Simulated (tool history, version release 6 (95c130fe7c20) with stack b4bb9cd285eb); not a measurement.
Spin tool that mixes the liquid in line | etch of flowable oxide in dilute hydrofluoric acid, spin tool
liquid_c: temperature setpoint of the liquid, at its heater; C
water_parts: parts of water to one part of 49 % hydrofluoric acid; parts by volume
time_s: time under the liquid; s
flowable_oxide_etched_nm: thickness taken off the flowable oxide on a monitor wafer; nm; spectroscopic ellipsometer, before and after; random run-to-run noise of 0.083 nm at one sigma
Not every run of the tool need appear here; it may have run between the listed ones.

{"run": 1, "hour": 0.0, "liquid_c": 23, "water_parts": 50, "time_s": 15, "flowable_oxide_etched_nm": 10.722}
{"run": 2, "hour": 4.6, "liquid_c": 25, "water_parts": 45, "time_s": 15, "flowable_oxide_etched_nm": 12.99}
{"run": 3, "hour": 5.2, "liquid_c": 26.5, "water_parts": 45, "time_s": 15, "flowable_oxide_etched_nm": 13.828}
{"run": 4, "hour": 8.7, "liquid_c": 27.5, "water_parts": 45, "time_s": 15, "flowable_oxide_etched_nm": 14.452}
{"run": 5, "hour": 14.7, "liquid_c": 24.5, "water_parts": 45, "time_s": 15, "flowable_oxide_etched_nm": 12.748}
{"run": 6, "hour": 22.2, "liquid_c": 26, "water_parts": 45, "time_s": 15, "flowable_oxide_etched_nm": 13.666}
{"run": 7, "hour": 31.1, "liquid_c": 27, "water_parts": 45, "time_s": 15, "flowable_oxide_etched_nm": 14.125}
{"run": 8, "hour": 38.8, "liquid_c": 28, "water_parts": 45, "time_s": 15, "flowable_oxide_etched_nm": 14.774}
{"run": 9, "hour": 46.5, "liquid_c": 28.5, "water_parts": 45, "time_s": 15, "flowable_oxide_etched_nm": 14.95}

Estimate the outcome of run 10 from the log above:
{"run": 10, "hour": 47.0, "liquid_c": 29, "water_parts": 45, "time_s": 15, "flowable_oxide_etched_nm": "?"}

Run 10 gave flowable_oxide_etched_nm 15.361 nm.
